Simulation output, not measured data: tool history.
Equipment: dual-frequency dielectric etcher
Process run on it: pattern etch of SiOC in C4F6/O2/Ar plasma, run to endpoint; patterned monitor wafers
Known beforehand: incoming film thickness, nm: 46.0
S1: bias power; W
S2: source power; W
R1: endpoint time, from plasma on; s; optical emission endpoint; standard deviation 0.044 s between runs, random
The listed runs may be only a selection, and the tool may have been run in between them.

run  hour   S1   S2      R1
  1     0  570  380  15.421
  2   6.2  570  320  16.227
  3    15  622  350  15.239
  4  16.3  661  370  14.576
  5  17.9  691  380  14.191
  6  26.5  715  390  13.877
  7  31.9  733  400  13.797

Run 8 is up next; what results do you expect?
  8  35.6  749  410   ?

Run 8 produced R1 13.47 s.
